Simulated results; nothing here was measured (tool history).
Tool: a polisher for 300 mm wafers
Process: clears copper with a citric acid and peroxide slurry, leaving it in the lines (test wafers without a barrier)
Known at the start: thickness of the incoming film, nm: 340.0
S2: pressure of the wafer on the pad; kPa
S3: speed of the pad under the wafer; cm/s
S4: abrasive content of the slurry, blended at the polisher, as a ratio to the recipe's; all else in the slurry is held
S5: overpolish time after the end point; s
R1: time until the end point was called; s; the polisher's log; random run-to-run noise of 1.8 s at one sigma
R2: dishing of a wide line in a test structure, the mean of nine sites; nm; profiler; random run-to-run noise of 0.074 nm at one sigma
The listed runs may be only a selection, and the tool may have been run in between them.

Run 1, day 0.000: flow of slurry (ml/min) 165, S2 17.9 kPa, S3 134 cm/s, S4 1.00, S5 15 s. Result: R1 116.96 s, R2 30.184 nm.
Run 2, day 0.196: flow of slurry (ml/min) 170, S2 16.5 kPa, S3 132 cm/s, S4 1.00, S5 13 s. Result: R1 125.12 s, R2 24.464 nm.
Run 3, day 0.417: flow of slurry (ml/min) 170, S2 20.7 kPa, S3 132 cm/s, S4 1.00, S5 13 s. Result: R1 101.60 s, R2 29.985 nm.
Run 4, day 0.446: flow of slurry (ml/min) 170, S2 20.7 kPa, S3 132 cm/s, S4 1.00, S5 16 s. Result: R1 102.94 s, R2 36.143 nm.
Run 5, day 0.479: flow of slurry (ml/min) 185, S2 18.6 kPa, S3 126 cm/s, S4 1.05, S5 14 s. Result: R1 115.36 s, R2 29.470 nm.
Run 6, day 0.504: flow of slurry (ml/min) 185, S2 15.2 kPa, S3 126 cm/s, S4 1.05, S5 14 s. Result: R1 141.20 s, R2 24.420 nm.
Run 7, day 0.675: flow of slurry (ml/min) 170, S2 13.8 kPa, S3 128 cm/s, S4 0.95, S5 12 s. Result: R1 156.57 s, R2 18.809 nm.

Estimate the outcome of run 8 from the log above:
Run 8, day 0.958: flow of slurry (ml/min) 160, S2 13.1 kPa, S3 132 cm/s, S4 0.90, S5 11 s. Result: R1 ?, R2 ?.

R1: 165.72 s
R2: 16.757 nm
